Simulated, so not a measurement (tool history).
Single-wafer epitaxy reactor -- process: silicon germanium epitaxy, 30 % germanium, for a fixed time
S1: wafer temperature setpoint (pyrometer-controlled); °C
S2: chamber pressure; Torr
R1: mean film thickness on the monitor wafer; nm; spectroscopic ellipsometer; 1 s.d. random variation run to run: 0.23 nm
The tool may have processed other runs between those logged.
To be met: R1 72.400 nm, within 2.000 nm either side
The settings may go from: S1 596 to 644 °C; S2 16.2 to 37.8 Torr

{"run": 1, "day": 0.0, "S1": 620, "S2": 27.0, "R1": 91.405}
{"run": 2, "day": 0.275, "S1": 620, "S2": 23.8, "R1": 84.763}
{"run": 3, "day": 0.462, "S1": 618, "S2": 23.7, "R1": 81.713}
{"run": 4, "day": 0.733, "S1": 616, "S2": 23.6, "R1": 78.609}
{"run": 5, "day": 1.017, "S1": 616, "S2": 26.3, "R1": 84.596}
{"run": 6, "day": 1.325, "S1": 613, "S2": 26.2, "R1": 80.488}
{"run": 7, "day": 1.583, "S1": 611, "S2": 26.1, "R1": 77.459}
{"run": 8, "day": 1.662, "S1": 610, "S2": 26.1, "R1": 77.061}
{"run": 9, "day": 1.767, "S1": 610, "S2": 26.1, "R1": 76.798}
{"run": 10, "day": 1.929, "S1": 609, "S2": 26.1, "R1": 75.183}
{"run": 11, "day": 2.225, "S1": 609, "S2": 26.1, "R1": 75.322}

Consider the 5 candidate settings below. Which is the only one whose results all fall within their allowed miss of target?
{"run": "A", "day": 2.521, "S1": 605, "S2": 27.3, "R1": "?"}
{"run": "B", "day": 2.521, "S1": 613, "S2": 28.1, "R1": "?"}
{"run": "C", "day": 2.521, "S1": 605, "S2": 30.7, "R1": "?"}
{"run": "D", "day": 2.521, "S1": 612, "S2": 25.8, "R1": "?"}
{"run": "E", "day": 2.521, "S1": 610, "S2": 27.0, "R1": "?"}

move=A R1=72.804
move=B R1=84.077
move=C R1=77.940
move=D R1=78.623
move=E R1=78.310
A: every result lands within tolerance
B: misses by more than the last run did
C: misses by more than the last run did
D: misses by more than the last run did
E: misses by more than the last run did
A is the move that brings every result within its allowed miss.

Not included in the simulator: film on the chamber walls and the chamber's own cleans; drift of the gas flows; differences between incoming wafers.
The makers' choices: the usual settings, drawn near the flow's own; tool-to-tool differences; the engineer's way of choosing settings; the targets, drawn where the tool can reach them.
